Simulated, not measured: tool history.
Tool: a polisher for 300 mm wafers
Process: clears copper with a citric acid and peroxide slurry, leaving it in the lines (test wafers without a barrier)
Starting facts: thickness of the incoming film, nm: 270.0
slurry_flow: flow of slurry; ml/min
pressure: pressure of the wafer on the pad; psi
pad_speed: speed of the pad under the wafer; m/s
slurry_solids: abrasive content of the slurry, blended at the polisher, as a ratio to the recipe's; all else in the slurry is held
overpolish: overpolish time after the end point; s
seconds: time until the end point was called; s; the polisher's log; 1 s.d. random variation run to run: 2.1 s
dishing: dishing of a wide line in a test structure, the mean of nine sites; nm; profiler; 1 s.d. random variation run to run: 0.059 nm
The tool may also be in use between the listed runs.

| run | hour | slurry_flow | pressure | pad_speed | slurry_solids | overpolish | seconds | dishing |
|---|---|---|---|---|---|---|---|---|
| 1 | 0 | 285 | 3.5 | 1 | 1 | 9 | 90.395 | 20.343 |
| 2 | 6 | 285 | 3.5 | 0.84 | 1 | 9 | 106.99 | 17.309 |
| 3 | 8.8 | 290 | 3.4 | 0.78 | 1 | 8 | 117.76 | 14.177 |
| 4 | 16.9 | 290 | 3.4 | 0.78 | 1 | 7 | 115.84 | 12.43 |
| 5 | 24.1 | 290 | 4.2 | 0.78 | 1 | 7 | 96.246 | 15.117 |
| 6 | 28.7 | 290 | 3.4 | 0.78 | 1 | 7 | 117.77 | 12.386 |
| 7 | 32.1 | 310 | 3.2 | 0.76 | 1.05 | 6 | 125.71 | 9.9853 |
| 8 | 38.2 | 340 | 3 | 0.78 | 1.15 | 5 | 124.32 | 8.5053 |
| 9 | 38.9 | 365 | 2.8 | 0.8 | 1.25 | 5 | 128.92 | 8.3711 |
| 10 | 41.8 | 385 | 2.6 | 0.82 | 1.3 | 5 | 135.46 | 8.0155 |
| 11 | 46.9 | 400 | 2.6 | 0.8 | 1.35 | 5 | 136.59 | 7.9511 |
| 12 | 51.5 | 410 | 2.5 | 0.82 | 1.3 | 5 | 136 | 7.7636 |
| 13 | 59.7 | 410 | 2.5 | 0.82 | 1.3 | 5 | 135.87 | 7.8651 |
| 14 | 61 | 420 | 2.4 | 0.84 | 1.1 | 5 | 146.23 | 7.3804 |

Predict the results of run 15:
| 15 | 65.3 | 425 | 2.3 | 0.86 | 1.2 | 5 | ? | ? |

For run 15 the tool returned seconds 149.59 s, dishing 7.4325 nm.
